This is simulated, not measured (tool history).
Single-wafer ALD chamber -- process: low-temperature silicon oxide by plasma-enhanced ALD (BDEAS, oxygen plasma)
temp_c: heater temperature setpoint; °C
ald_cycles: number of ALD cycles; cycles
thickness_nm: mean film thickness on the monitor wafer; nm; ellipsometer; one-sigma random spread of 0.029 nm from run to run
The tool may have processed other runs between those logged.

run	hour	temp_c	ald_cycles	thickness_nm
1	0	105	42	5.7545
2	6.5	105	38	5.2024
3	10.4	104	39	5.3527
4	13.9	104	45	6.159
5	17	103	46	6.2976
6	21.2	107	46	6.2801

Expected results for the next run?
7	26.2	106	48	?

{"run 7": {"thickness_nm": 6.5462}}
